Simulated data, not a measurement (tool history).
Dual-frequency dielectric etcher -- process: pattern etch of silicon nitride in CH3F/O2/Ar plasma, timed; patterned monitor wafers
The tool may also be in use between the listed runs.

run,hour,source power (W),bias power (W),etch time (s),mean etch depth across the wafer (angstrom)
1,0.0,320,102,38,299.40
2,8.9,320,102,38,297.40
3,15.5,330,104,38,306.51
4,18.6,330,121,38,330.64
5,22.0,330,106,38,311.55
6,26.4,330,118,38,326.30
7,32.4,340,118,38,330.93

What does the tool deliver on the next run?
8,34.4,340,118,38,?

mean etch depth across the wafer (angstrom): 332.04
